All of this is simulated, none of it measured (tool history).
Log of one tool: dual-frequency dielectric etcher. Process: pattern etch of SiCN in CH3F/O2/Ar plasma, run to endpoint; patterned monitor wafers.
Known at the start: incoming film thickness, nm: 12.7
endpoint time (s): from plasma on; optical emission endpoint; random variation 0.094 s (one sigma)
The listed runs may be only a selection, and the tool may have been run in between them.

run 1 hour=0.0 | source_power_(kW)=0.480 bias_power_(kW)=0.080 | endpoint_time_(s)=27.758
run 2 hour=4.6 | source_power_(kW)=0.480 bias_power_(kW)=0.092 | endpoint_time_(s)=25.676
run 3 hour=9.7 | source_power_(kW)=0.550 bias_power_(kW)=0.092 | endpoint_time_(s)=24.780
run 4 hour=15.7 | source_power_(kW)=0.520 bias_power_(kW)=0.092 | endpoint_time_(s)=25.091
run 5 hour=21.7 | source_power_(kW)=0.530 bias_power_(kW)=0.092 | endpoint_time_(s)=24.946
run 6 hour=23.9 | source_power_(kW)=0.460 bias_power_(kW)=0.092 | endpoint_time_(s)=25.973
run 7 hour=28.2 | source_power_(kW)=0.470 bias_power_(kW)=0.093 | endpoint_time_(s)=25.879
run 8 hour=34.2 | source_power_(kW)=0.480 bias_power_(kW)=0.094 | endpoint_time_(s)=25.587
run 9 hour=38.6 | source_power_(kW)=0.490 bias_power_(kW)=0.094 | endpoint_time_(s)=25.390
run 10 hour=41.3 | source_power_(kW)=0.500 bias_power_(kW)=0.094 | endpoint_time_(s)=25.021

What does the tool deliver on the next run?
run 11 hour=45.6 | source_power_(kW)=0.510 bias_power_(kW)=0.094 | endpoint_time_(s)=?

Run 11 produced endpoint time (s) 25.157.
